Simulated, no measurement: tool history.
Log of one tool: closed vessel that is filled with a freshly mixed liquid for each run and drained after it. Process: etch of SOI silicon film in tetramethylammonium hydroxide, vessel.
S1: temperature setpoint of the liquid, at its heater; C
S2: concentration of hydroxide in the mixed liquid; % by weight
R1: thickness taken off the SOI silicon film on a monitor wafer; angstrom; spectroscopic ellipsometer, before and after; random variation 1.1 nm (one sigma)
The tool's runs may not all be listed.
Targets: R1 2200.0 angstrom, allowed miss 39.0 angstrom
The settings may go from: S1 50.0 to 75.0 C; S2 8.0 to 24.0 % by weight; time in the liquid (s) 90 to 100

run 1 day=0.000 | S1=62.0 S2=16.0 time_in_the_liquid_(s)=90 | R1=3601.9
run 2 day=0.038 | S1=59.5 S2=16.0 time_in_the_liquid_(s)=90 | R1=3088.0
run 3 day=0.308 | S1=59.5 S2=16.0 time_in_the_liquid_(s)=90 | R1=3088.4
run 4 day=0.354 | S1=57.5 S2=16.0 time_in_the_liquid_(s)=90 | R1=2721.1
run 5 day=0.412 | S1=57.5 S2=16.0 time_in_the_liquid_(s)=100 | R1=3046.8
run 6 day=0.538 | S1=57.5 S2=19.0 time_in_the_liquid_(s)=100 | R1=2827.1
run 7 day=0.654 | S1=56.0 S2=19.0 time_in_the_liquid_(s)=100 | R1=2570.4
run 8 day=1.000 | S1=53.0 S2=19.0 time_in_the_liquid_(s)=100 | R1=2114.7

5 next moves are on the table. One of them brings every result within its allowed miss. Which?
run A day=1.346 | S1=54.0 S2=18.5 time_in_the_liquid_(s)=100 | R1=?
run B day=1.346 | S1=53.0 S2=15.5 time_in_the_liquid_(s)=90 | R1=?
run C day=1.346 | S1=51.5 S2=17.5 time_in_the_liquid_(s)=100 | R1=?
run D day=1.346 | S1=55.0 S2=21.5 time_in_the_liquid_(s)=90 | R1=?
run E day=1.346 | S1=55.0 S2=21.0 time_in_the_liquid_(s)=95 | R1=?

move=A R1=2308.9
move=B R1=2079.6
move=C R1=2004.5
move=D R1=2066.0
move=E R1=2207.4
A: takes the result that was furthest off past its target
B: further off than the last run
C: further off than the last run
D: further off than the last run
E: meets every target
Answer: E
